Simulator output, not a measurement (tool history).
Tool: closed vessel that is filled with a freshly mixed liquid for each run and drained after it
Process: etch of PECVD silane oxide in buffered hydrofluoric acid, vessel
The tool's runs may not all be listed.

run  hour  temperature setpoint of the liquid (°C)  parts of 40 % ammonium fluoride to one part of 49 % hydrofluoric acid (parts by volume)  time in the liquid (s)  thickness taken off the PECVD silane oxide on a monitor wafer (nm)
  1   0.0                                     25.0                                                                                     20.0                      95                                                              118.03
  2   5.3                                     22.5                                                                                     20.0                      95                                                              102.98
  3  11.3                                     25.5                                                                                     20.0                      95                                                              119.97
  4  12.6                                     25.5                                                                                     17.5                      95                                                              131.55
  5  20.1                                     25.5                                                                                     17.5                      95                                                              134.80
  6  22.2                                     25.5                                                                                     21.0                      95                                                              116.94
  7  24.7                                     27.5                                                                                     19.5                      95                                                              135.16
  8  30.9                                     29.0                                                                                     18.0                      95                                                              157.23
  9  36.3                                     29.0                                                                                     18.0                      95                                                              156.87
 10  39.8                                     32.0                                                                                     16.0                      95                                                              206.37
     45.2  -- hydrofluoric acid flow meter replaced
 11  45.2                                     32.0                                                                                     16.0                      95                                                              233.87
 12  49.8                                     31.5                                                                                     16.0                      95                                                              224.04

Run 13 comes next. What will it give?
 13  52.0                                     31.0                                                                                     16.0                      95                                                                   ?

Run 13 gave thickness taken off the PECVD silane oxide on a monitor wafer (nm) 219.22.
